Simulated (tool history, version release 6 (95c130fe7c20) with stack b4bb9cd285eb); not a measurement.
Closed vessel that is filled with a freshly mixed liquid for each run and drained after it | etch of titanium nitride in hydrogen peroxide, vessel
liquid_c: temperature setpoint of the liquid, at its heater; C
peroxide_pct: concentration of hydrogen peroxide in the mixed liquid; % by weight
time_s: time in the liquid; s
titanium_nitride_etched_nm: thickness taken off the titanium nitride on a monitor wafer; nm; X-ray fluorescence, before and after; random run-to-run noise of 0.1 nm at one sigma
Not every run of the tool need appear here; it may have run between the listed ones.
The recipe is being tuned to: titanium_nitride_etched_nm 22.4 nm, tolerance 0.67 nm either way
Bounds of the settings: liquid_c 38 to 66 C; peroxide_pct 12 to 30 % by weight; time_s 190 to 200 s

| run | day | liquid_c | peroxide_pct | time_s | titanium_nitride_etched_nm |
|---|---|---|---|---|---|
| 1 | 0 | 54 | 21 | 190 | 13.343 |
| 2 | 0.021 | 56 | 21 | 190 | 15.233 |
| 3 | 0.271 | 56 | 17.5 | 190 | 14.697 |
| 4 | 0.371 | 57.5 | 17.5 | 190 | 16.261 |
| 5 | 0.45 | 58.5 | 17.5 | 190 | 17.462 |
| 6 | 0.717 | 58.5 | 17.5 | 190 | 17.41 |
| 7 | 1.092 | 59.5 | 17.5 | 190 | 18.838 |
| 8 | 1.217 | 60 | 17.5 | 190 | 19.327 |
| 9 | 1.571 | 60.5 | 17.5 | 190 | 19.954 |
| 10 | 1.708 | 61 | 17.5 | 190 | 20.632 |
| 11 | 2.054 | 61.5 | 17.5 | 190 | 21.341 |

Consider the 5 candidate settings below. Which is the only one whose results all fall within their allowed miss of target?
| A | 2.4 | 62 | 19 | 190 | ? |
| B | 2.4 | 60 | 18.5 | 190 | ? |
| C | 2.4 | 60 | 21.5 | 190 | ? |
| D | 2.4 | 59.5 | 14.5 | 200 | ? |
| E | 2.4 | 59 | 22.5 | 200 | ? |

| move | titanium_nitride_etched_nm |
|---|---|
| A | 22.435 |
| B | 19.488 |
| C | 20.126 |
| D | 18.831 |
| E | 19.984 |
A: meets every target
B: the biggest miss grows against the last run
C: the biggest miss grows against the last run
D: the biggest miss grows against the last run
E: the biggest miss grows against the last run
Answer: A

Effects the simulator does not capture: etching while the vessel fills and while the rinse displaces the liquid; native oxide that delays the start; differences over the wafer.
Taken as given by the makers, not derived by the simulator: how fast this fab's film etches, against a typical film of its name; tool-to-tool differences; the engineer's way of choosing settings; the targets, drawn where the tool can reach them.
